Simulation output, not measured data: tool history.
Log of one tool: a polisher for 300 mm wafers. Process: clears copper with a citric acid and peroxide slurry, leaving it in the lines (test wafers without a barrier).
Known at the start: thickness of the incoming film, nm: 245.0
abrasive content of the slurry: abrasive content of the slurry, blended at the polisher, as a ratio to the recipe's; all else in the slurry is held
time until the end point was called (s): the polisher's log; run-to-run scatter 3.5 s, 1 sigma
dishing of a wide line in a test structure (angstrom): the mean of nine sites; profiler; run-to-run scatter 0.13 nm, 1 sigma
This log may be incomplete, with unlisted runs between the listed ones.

run,hour,flow of slurry (ml/min),pressure of the wafer on the pad (psi),speed of the pad under the wafer (m/s),abrasive content of the slurry,overpolish time after the end point (s),time until the end point was called (s),dishing of a wide line in a test structure (angstrom)
1,0,185,3.4,0.9,1,22,113.88,306.01
2,8.4,185,3.4,0.9,1.1,22,108.76,309.34
3,13.4,185,4,0.9,1.1,22,91.259,344.3
4,16.6,185,3.7,0.9,1.1,22,103.83,333.94
5,23.9,185,3.1,0.9,1.1,22,116.76,294.36
6,26.5,165,2.8,0.74,1.25,17,143.72,188.11
7,33.8,145,2.7,0.62,1.35,14,179.27,136.17
8,36,110,2.6,0.52,1.5,7,221.3,59.803

Run 9 has not been measured yet. What should we expect?
9,41.8,110,2.9,0.52,1.5,7,?,?

time until the end point was called (s): 192.9
dishing of a wide line in a test structure (angstrom): 62.622
